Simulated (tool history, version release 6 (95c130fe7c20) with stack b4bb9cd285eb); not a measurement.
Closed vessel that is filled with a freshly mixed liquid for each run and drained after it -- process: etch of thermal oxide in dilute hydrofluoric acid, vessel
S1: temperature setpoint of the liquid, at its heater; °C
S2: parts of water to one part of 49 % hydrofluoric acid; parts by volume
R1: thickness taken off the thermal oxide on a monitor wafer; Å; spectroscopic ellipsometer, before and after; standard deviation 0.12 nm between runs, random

{"run": 1, "day": 0.0, "S1": 21, "S2": 115, "time in the liquid (s)": 645, "R1": 259.57}
{"run": 2, "day": 0.262, "S1": 21.5, "S2": 115, "time in the liquid (s)": 645, "R1": 268.25}
{"run": 3, "day": 0.367, "S1": 19.5, "S2": 115, "time in the liquid (s)": 645, "R1": 245.4}
{"run": 4, "day": 0.7, "S1": 22, "S2": 115, "time in the liquid (s)": 645, "R1": 271.32}
{"day": 0.996, "done": "thermometer replaced"}
{"run": 5, "day": 0.996, "S1": 18.5, "S2": 115, "time in the liquid (s)": 645, "R1": 215.9}
{"run": 6, "day": 1.104, "S1": 19, "S2": 115, "time in the liquid (s)": 645, "R1": 218.95}
{"run": 7, "day": 1.275, "S1": 19.5, "S2": 115, "time in the liquid (s)": 645, "R1": 224.44}
{"run": 8, "day": 1.479, "S1": 20, "S2": 115, "time in the liquid (s)": 645, "R1": 229.93}
{"run": 9, "day": 1.604, "S1": 20.5, "S2": 115, "time in the liquid (s)": 645, "R1": 233.61}
{"run": 10, "day": 1.683, "S1": 21, "S2": 115, "time in the liquid (s)": 645, "R1": 239.99}
{"run": 11, "day": 2.029, "S1": 21.5, "S2": 115, "time in the liquid (s)": 645, "R1": 244.21}

Run 12, settings as shown, results not yet in. Your forecast:
{"run": 12, "day": 2.362, "S1": 22, "S2": 115, "time in the liquid (s)": 645, "R1": "?"}

{"run 12": {"R1": 249.09}}
